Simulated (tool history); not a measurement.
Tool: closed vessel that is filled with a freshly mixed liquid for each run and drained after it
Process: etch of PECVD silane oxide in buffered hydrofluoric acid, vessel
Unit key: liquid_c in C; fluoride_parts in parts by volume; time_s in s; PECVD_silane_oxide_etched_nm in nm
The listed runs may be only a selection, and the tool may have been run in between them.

run,hour,liquid_c,fluoride_parts,time_s,PECVD_silane_oxide_etched_nm
1,0.0,23.0,15.5,30,42.000
2,5.5,20.0,15.5,30,35.614
3,13.5,20.0,12.5,30,44.041
4,16.5,21.5,12.5,30,47.964
5,18.1,23.0,12.0,30,54.106
6,20.9,24.5,11.5,30,61.051
7,22.4,25.5,11.5,30,64.574
8,30.9,26.5,11.5,30,68.088
9,34.0,27.5,11.5,30,72.093

Predict the results of run 10:
10,41.0,28.0,11.5,30,?

Run 10 gave PECVD_silane_oxide_etched_nm 73.869 nm.
